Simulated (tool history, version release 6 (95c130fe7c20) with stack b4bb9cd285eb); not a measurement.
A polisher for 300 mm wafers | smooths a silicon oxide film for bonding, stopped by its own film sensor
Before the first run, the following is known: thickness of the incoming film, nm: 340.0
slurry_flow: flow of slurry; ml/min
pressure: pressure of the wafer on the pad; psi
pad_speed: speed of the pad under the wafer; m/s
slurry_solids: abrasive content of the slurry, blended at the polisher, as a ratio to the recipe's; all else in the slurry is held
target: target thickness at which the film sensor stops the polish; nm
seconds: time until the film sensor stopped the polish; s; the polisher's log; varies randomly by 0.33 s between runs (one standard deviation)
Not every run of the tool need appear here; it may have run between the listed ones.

run,hour,slurry_flow,pressure,pad_speed,slurry_solids,target,seconds
1,0.0,250,1.8,0.70,1.0,315,49.973
2,8.9,250,1.9,0.70,1.0,315,48.042
3,15.1,250,1.5,0.70,1.0,315,59.938
4,16.9,250,1.5,0.70,1.0,315,60.780
5,23.5,250,1.5,0.70,1.0,315,59.092
6,30.1,250,1.7,0.70,1.0,315,52.140
7,33.2,250,1.8,0.70,1.0,315,49.683
8,41.3,250,1.8,0.70,1.0,315,50.163
9,45.2,250,1.9,0.70,1.0,315,47.064
10,50.1,250,2.0,0.70,1.0,315,45.653

For run 11, what comes out?
11,53.1,250,2.1,0.70,1.0,315,?

{"run 11": {"seconds": 43.764}}
